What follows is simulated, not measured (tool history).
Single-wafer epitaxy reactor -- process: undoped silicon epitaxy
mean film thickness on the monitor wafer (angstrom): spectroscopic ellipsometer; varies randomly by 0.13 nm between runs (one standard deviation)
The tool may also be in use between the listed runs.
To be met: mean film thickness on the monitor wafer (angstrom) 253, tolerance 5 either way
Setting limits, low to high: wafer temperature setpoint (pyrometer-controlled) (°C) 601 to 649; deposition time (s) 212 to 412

run    day  wafer temperature setpoint (pyrometer-controlled) (°C)  deposition time (s)  mean film thickness on the monitor wafer (angstrom)
  1      0                                                     625                  312                                               300.93
  2  0.071                                                     630                  312                                               340.89
  3  0.129                                                     630                  348                                                380.6
  4  0.325                                                     639                  348                                               464.31
  5  0.579                                                     631                  347                                               388.04
  6  0.929                                                     631                  317                                               352.39
  7   1.05                                                     627                  317                                               320.71
  8  1.262                                                     624                  317                                               298.92
  9  1.346                                                     622                  317                                               287.56
 10    1.7                                                     620                  317                                                272.7
 11  1.775                                                     616                  317                                               247.41

Consider the 5 candidate settings below. Which is the only one whose results all fall within their allowed miss of target?
  A  1.85                                                     618                  287                                                    ?
  B  1.85                                                     616                  322                                                    ?
  C  1.85                                                     618                  296                                                    ?
  D  1.85                                                     615                  319                                                    ?
  E  1.85                                                     613                  325                                                    ?

move  mean film thickness on the monitor wafer (angstrom)
   A                                               234.99
   B                                               251.34
   C                                               242.36
   D                                                243.1
   E                                               236.03
A: moves away from the targets compared with the last run
B: meets every target
C: moves away from the targets compared with the last run
D: moves away from the targets compared with the last run
E: moves away from the targets compared with the last run
Answer: B
